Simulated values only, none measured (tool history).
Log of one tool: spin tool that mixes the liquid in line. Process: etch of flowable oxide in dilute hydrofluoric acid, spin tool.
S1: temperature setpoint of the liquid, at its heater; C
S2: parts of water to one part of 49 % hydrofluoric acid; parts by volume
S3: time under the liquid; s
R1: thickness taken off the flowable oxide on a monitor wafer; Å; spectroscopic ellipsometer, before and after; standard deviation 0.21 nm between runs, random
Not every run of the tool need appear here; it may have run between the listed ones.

run 1 hour=0.0 | S1=25 S2=255 S3=215 | R1=314.34
run 2 hour=3.9 | S1=26 S2=240 S3=215 | R1=351.18
run 3 hour=12.4 | S1=27 S2=225 S3=215 | R1=394.52
run 4 hour=14.5 | S1=27 S2=225 S3=215 | R1=395.03
run 5 hour=17.5 | S1=24 S2=225 S3=215 | R1=354.70
run 6 hour=24.6 | S1=25 S2=215 S3=215 | R1=390.14
run 7 hour=30.4 | S1=26 S2=205 S3=215 | R1=429.26
run 8 hour=34.7 | S1=27 S2=200 S3=215 | R1=456.32

What does the tool deliver on the next run?
run 9 hour=41.5 | S1=28 S2=195 S3=215 | R1=?

{"run 9": {"R1": 489.3}}
